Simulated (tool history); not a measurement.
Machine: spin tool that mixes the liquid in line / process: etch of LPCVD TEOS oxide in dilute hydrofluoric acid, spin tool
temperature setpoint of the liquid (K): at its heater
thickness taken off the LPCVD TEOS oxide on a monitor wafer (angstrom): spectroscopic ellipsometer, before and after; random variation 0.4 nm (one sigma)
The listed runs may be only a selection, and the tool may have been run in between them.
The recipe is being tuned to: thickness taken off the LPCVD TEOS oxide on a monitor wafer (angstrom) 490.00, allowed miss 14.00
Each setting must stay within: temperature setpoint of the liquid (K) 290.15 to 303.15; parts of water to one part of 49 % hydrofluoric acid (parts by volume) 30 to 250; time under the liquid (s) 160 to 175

run  hour  temperature setpoint of the liquid (K)  parts of water to one part of 49 % hydrofluoric acid (parts by volume)  time under the liquid (s)  thickness taken off the LPCVD TEOS oxide on a monitor wafer (angstrom)
  1   0.0                                  295.15                                                                     140                        160                                                                  217.75
  2   6.3                                  297.65                                                                     140                        160                                                                  233.57
  3   9.7                                  298.15                                                                     135                        160                                                                  251.21
  4  17.8                                  298.65                                                                     130                        160                                                                  267.80
  5  24.0                                  299.15                                                                     125                        160                                                                  282.58
  6  24.9                                  297.15                                                                     125                        160                                                                  266.50
  7  27.8                                  297.65                                                                     120                        160                                                                  282.38
  8  33.4                                  298.15                                                                     115                        160                                                                  300.59
  9  42.0                                  298.65                                                                     110                        160                                                                  325.70
 10  47.4                                  299.15                                                                     105                        160                                                                  344.57
 11  48.3                                  299.65                                                                     105                        160                                                                  357.83
 12  56.2                                  300.15                                                                     105                        160                                                                  359.74

4 next moves are on the table. One of them brings every result within its allowed miss. Which?
  A  64.1                                  298.15                                                                      70                        160                                                                       ?
  B  64.1                                  300.15                                                                      90                        175                                                                       ?
  C  64.1                                  302.15                                                                      90                        170                                                                       ?
  D  64.1                                  303.15                                                                      90                        175                                                                       ?

move  thickness taken off the LPCVD TEOS oxide on a monitor wafer (angstrom)
   A                                                                  527.85
   B                                                                  473.22
   C                                                                  496.51
   D                                                                  530.90
A: takes the result that was furthest off past its target
B: closer than the last run, but not yet in spec
C: hits every target within its allowed miss
D: takes the result that was furthest off past its target
Answer: C
